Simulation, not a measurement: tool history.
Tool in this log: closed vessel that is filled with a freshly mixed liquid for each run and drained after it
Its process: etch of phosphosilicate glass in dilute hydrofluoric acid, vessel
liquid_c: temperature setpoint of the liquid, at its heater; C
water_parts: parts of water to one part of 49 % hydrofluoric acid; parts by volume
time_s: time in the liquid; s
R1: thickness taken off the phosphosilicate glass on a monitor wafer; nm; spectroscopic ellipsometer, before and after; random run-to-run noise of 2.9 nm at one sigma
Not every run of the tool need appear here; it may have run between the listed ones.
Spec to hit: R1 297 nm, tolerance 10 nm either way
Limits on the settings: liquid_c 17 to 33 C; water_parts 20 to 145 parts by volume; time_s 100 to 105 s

run 1 hour=0 | liquid_c=25 water_parts=80 time_s=100 | R1=192.73
run 2 hour=1.4 | liquid_c=26.5 water_parts=80 time_s=100 | R1=205.05
run 3 hour=10.2 | liquid_c=26.5 water_parts=95 time_s=100 | R1=168.25
run 4 hour=12.6 | liquid_c=26.5 water_parts=120 time_s=100 | R1=131.5
run 5 hour=15.6 | liquid_c=26.5 water_parts=120 time_s=100 | R1=129.25
run 6 hour=17.5 | liquid_c=27.5 water_parts=110 time_s=100 | R1=152.2
run 7 hour=24.1 | liquid_c=28.5 water_parts=105 time_s=100 | R1=163.01
run 8 hour=29.3 | liquid_c=29 water_parts=95 time_s=100 | R1=185.19
run 9 hour=32.2 | liquid_c=29.5 water_parts=90 time_s=100 | R1=199.92
run 10 hour=39.7 | liquid_c=30 water_parts=85 time_s=100 | R1=224.37
run 11 hour=45.6 | liquid_c=30.5 water_parts=80 time_s=100 | R1=240.58
run 12 hour=53 | liquid_c=31 water_parts=80 time_s=100 | R1=245.05
run 13 hour=58.9 | liquid_c=31.5 water_parts=80 time_s=100 | R1=243.56

Exercise: of the 5 proposed moves below, exactly one satisfies all targets within the stated allowed misses. Which move is it?
run A hour=64.8 | liquid_c=32.5 water_parts=75 time_s=100 | R1=?
run B hour=64.8 | liquid_c=32.5 water_parts=80 time_s=105 | R1=?
run C hour=64.8 | liquid_c=28.5 water_parts=65 time_s=105 | R1=?
run D hour=64.8 | liquid_c=32 water_parts=75 time_s=100 | R1=?
run E hour=64.8 | liquid_c=30.5 water_parts=70 time_s=100 | R1=?

move=A R1=273.89
move=B R1=267.52
move=C R1=288.96
move=D R1=268.79
move=E R1=274.11
A: better than the last run, though not everything is in spec
B: better than the last run, though not everything is in spec
C: all results in spec
D: better than the last run, though not everything is in spec
E: better than the last run, though not everything is in spec
Answer: C

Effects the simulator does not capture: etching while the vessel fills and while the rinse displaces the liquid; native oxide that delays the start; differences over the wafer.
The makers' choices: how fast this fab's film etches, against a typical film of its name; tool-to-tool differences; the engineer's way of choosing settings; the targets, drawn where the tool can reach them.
